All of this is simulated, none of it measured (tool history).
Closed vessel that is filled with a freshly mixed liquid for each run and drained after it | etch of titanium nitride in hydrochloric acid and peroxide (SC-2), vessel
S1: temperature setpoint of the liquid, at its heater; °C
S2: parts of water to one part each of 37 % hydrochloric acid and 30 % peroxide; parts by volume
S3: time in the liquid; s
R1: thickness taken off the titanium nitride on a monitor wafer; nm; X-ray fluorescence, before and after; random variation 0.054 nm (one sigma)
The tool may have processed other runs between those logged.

{"run": 1, "hour": 0.0, "S1": 51.0, "S2": 6.5, "S3": 515, "R1": 17.375}
{"run": 2, "hour": 2.7, "S1": 51.0, "S2": 6.5, "S3": 555, "R1": 18.489}
{"run": 3, "hour": 9.7, "S1": 45.5, "S2": 6.5, "S3": 555, "R1": 12.843}
{"run": 4, "hour": 15.3, "S1": 41.0, "S2": 6.5, "S3": 555, "R1": 9.4781}
{"run": 5, "hour": 17.7, "S1": 39.5, "S2": 6.5, "S3": 555, "R1": 8.5389}
{"run": 6, "hour": 20.8, "S1": 39.5, "S2": 4.5, "S3": 555, "R1": 11.004}
{"run": 7, "hour": 24.5, "S1": 38.5, "S2": 5.0, "S3": 555, "R1": 9.3628}

Run 8 is up next; what results do you expect?
{"run": 8, "hour": 30.8, "S1": 37.5, "S2": 5.5, "S3": 555, "R1": "?"}

{"run 8": {"R1": 8.3814}}

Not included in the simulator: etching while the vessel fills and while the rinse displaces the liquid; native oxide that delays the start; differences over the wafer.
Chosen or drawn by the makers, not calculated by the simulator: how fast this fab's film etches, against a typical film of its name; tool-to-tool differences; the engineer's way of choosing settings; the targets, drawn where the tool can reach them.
